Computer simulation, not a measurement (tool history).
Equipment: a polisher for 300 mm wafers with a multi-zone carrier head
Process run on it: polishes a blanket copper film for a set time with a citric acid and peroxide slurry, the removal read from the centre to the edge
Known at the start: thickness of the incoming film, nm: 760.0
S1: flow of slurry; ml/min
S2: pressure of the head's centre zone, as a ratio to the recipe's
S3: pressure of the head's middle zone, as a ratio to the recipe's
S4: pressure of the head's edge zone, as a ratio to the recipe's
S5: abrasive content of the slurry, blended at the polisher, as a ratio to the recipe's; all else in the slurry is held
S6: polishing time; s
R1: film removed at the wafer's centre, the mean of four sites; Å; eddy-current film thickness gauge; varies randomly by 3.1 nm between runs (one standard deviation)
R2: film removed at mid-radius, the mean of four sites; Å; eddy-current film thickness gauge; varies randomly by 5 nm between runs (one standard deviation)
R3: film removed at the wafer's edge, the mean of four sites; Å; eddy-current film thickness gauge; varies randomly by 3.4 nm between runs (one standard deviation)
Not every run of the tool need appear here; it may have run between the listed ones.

run,hour,S1,S2,S3,S4,S5,S6,R1,R2,R3
1,0.0,200,1.00,1.00,1.00,1.00,79,3214.6,3183.0,3227.3
2,2.3,200,1.00,1.00,1.00,1.00,98,3929.0,3865.6,4064.4
3,11.3,205,1.02,1.01,1.01,1.00,98,4040.0,3956.7,4083.3
4,13.0,205,0.98,1.01,1.01,1.00,98,3858.4,4019.4,4028.2
5,21.2,210,1.00,1.02,1.01,1.00,98,3930.8,4034.9,4072.9
6,30.1,210,1.04,1.02,1.01,1.00,98,4116.3,3993.8,4084.6
7,32.1,215,1.05,1.03,1.02,1.00,98,4176.9,4040.2,4083.2
8,39.2,220,1.06,1.04,1.03,1.05,98,4251.0,4112.5,4152.1

Run 9 comes next. What will it give?
9,45.6,225,1.07,1.05,1.03,1.10,98,?,?,?

R1: 4316.8 Å
R2: 4163.9 Å
R3: 4189.6 Å

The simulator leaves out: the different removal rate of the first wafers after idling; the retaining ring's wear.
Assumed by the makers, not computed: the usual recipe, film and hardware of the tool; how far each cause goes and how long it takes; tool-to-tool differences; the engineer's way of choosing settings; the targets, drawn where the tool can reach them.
